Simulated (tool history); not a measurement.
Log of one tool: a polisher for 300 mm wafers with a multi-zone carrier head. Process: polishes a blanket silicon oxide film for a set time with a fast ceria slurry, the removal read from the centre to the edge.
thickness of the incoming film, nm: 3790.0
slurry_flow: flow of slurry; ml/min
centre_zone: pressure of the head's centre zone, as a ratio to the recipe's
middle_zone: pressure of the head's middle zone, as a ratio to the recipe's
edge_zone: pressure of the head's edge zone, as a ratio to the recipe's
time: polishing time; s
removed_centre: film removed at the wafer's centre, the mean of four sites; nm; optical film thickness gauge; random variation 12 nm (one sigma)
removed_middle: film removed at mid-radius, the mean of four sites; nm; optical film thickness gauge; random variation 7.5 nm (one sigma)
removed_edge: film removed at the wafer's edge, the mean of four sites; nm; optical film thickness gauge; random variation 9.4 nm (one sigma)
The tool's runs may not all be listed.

run 1 day=0 | slurry_flow=305 centre_zone=1 middle_zone=1 edge_zone=1 time=39 | removed_centre=686.61 removed_middle=668.38 removed_edge=682.52
run 2 day=0.083 | slurry_flow=305 centre_zone=1.08 middle_zone=1 edge_zone=1 time=39 | removed_centre=753.54 removed_middle=675.53 removed_edge=687.13
run 3 day=0.296 | slurry_flow=245 centre_zone=1.08 middle_zone=1 edge_zone=1 time=39 | removed_centre=723.14 removed_middle=659.62 removed_edge=669.14
run 4 day=0.362 | slurry_flow=260 centre_zone=1.1 middle_zone=1.02 edge_zone=1.02 time=40 | removed_centre=760.15 removed_middle=701.32 removed_edge=683.95
run 5 day=0.596 | slurry_flow=260 centre_zone=1.1 middle_zone=1.02 edge_zone=1.02 time=49 | removed_centre=921.44 removed_middle=848.83 removed_edge=842.74
run 6 day=0.625 | slurry_flow=260 centre_zone=1.1 middle_zone=1.02 edge_zone=0.95 time=49 | removed_centre=925.77 removed_middle=846.19 removed_edge=824.17
run 7 day=0.658 | slurry_flow=275 centre_zone=1.11 middle_zone=1.02 edge_zone=0.96 time=49 | removed_centre=963.9 removed_middle=857.11 removed_edge=832.19

The next listed run, before its measurement:
run 8 day=0.95 | slurry_flow=290 centre_zone=1.11 middle_zone=1.02 edge_zone=0.97 time=49 | removed_centre=? removed_middle=? removed_edge=?

Run 8 gave removed_centre 978.53 nm, removed_middle 857.5 nm, removed_edge 829.17 nm.
